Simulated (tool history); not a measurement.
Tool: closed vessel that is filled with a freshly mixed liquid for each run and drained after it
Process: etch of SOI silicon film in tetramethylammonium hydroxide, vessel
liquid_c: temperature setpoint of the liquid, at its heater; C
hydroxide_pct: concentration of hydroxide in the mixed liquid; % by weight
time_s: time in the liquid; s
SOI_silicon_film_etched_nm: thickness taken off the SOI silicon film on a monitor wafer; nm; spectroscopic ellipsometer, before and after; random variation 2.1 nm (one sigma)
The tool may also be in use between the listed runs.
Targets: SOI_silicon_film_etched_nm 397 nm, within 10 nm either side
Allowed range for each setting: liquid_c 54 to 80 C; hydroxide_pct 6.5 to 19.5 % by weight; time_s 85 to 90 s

{"run": 1, "day": 0.0, "liquid_c": 67, "hydroxide_pct": 13, "time_s": 85, "SOI_silicon_film_etched_nm": 479.01}
{"run": 2, "day": 0.283, "liquid_c": 66.5, "hydroxide_pct": 13, "time_s": 85, "SOI_silicon_film_etched_nm": 464.14}
{"run": 3, "day": 0.567, "liquid_c": 66, "hydroxide_pct": 13, "time_s": 85, "SOI_silicon_film_etched_nm": 452.15}
{"run": 4, "day": 0.883, "liquid_c": 66, "hydroxide_pct": 13, "time_s": 85, "SOI_silicon_film_etched_nm": 448.1}
{"run": 5, "day": 1.204, "liquid_c": 66, "hydroxide_pct": 12, "time_s": 85, "SOI_silicon_film_etched_nm": 471.69}
{"run": 6, "day": 1.55, "liquid_c": 66, "hydroxide_pct": 12, "time_s": 85, "SOI_silicon_film_etched_nm": 467.57}
{"run": 7, "day": 1.625, "liquid_c": 65.5, "hydroxide_pct": 12, "time_s": 85, "SOI_silicon_film_etched_nm": 451.73}
{"run": 8, "day": 1.892, "liquid_c": 65.5, "hydroxide_pct": 12, "time_s": 85, "SOI_silicon_film_etched_nm": 458.67}
{"run": 9, "day": 1.954, "liquid_c": 65, "hydroxide_pct": 12, "time_s": 85, "SOI_silicon_film_etched_nm": 440.93}
{"run": 10, "day": 1.996, "liquid_c": 64.5, "hydroxide_pct": 12, "time_s": 85, "SOI_silicon_film_etched_nm": 425.6}
{"run": 11, "day": 2.275, "liquid_c": 64, "hydroxide_pct": 12, "time_s": 85, "SOI_silicon_film_etched_nm": 414.75}

Which of these 4 next moves meets every target?
{"run": "A", "day": 2.554, "liquid_c": 62.5, "hydroxide_pct": 12, "time_s": 90, "SOI_silicon_film_etched_nm": "?"}
{"run": "B", "day": 2.554, "liquid_c": 61, "hydroxide_pct": 12, "time_s": 90, "SOI_silicon_film_etched_nm": "?"}
{"run": "C", "day": 2.554, "liquid_c": 61, "hydroxide_pct": 11.5, "time_s": 90, "SOI_silicon_film_etched_nm": "?"}
{"run": "D", "day": 2.554, "liquid_c": 62.5, "hydroxide_pct": 12.5, "time_s": 85, "SOI_silicon_film_etched_nm": "?"}

move=A SOI_silicon_film_etched_nm=400.47
move=B SOI_silicon_film_etched_nm=365.1
move=C SOI_silicon_film_etched_nm=371.28
move=D SOI_silicon_film_etched_nm=371.82
A: hits every target within its allowed miss
B: the result that was furthest off in the last run now lies on the other side of its target
C: the result that was furthest off in the last run now lies on the other side of its target
D: the result that was furthest off in the last run now lies on the other side of its target
Correct choice: A, which meets every target
